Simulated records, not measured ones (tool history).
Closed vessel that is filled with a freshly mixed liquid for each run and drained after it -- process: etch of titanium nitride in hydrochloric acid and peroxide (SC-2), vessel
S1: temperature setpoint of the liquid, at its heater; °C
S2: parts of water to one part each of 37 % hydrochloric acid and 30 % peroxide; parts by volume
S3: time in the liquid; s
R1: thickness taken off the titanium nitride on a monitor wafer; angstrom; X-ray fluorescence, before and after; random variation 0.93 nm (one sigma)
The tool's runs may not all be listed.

run,day,S1,S2,S3,R1
1,0.000,45.0,5.5,1600,803.25
2,0.079,45.0,5.5,1600,814.06
3,0.200,45.0,5.5,1730,876.42
4,0.292,45.0,6.5,1730,768.85
5,0.533,49.5,6.5,1730,1051.10
6,0.750,49.5,6.5,1600,969.21
7,0.988,50.5,6.5,1600,1044.30
8,1.342,51.5,6.5,1600,1116.40
9,1.675,52.5,6.5,1600,1186.60
10,2.046,53.0,6.5,1600,1229.70
11,2.379,53.5,6.5,1600,1270.50
12,2.600,54.0,6.5,1600,1307.90

Predict the results of run 13:
13,2.758,54.5,6.5,1600,?

R1: 1355.50 angstrom

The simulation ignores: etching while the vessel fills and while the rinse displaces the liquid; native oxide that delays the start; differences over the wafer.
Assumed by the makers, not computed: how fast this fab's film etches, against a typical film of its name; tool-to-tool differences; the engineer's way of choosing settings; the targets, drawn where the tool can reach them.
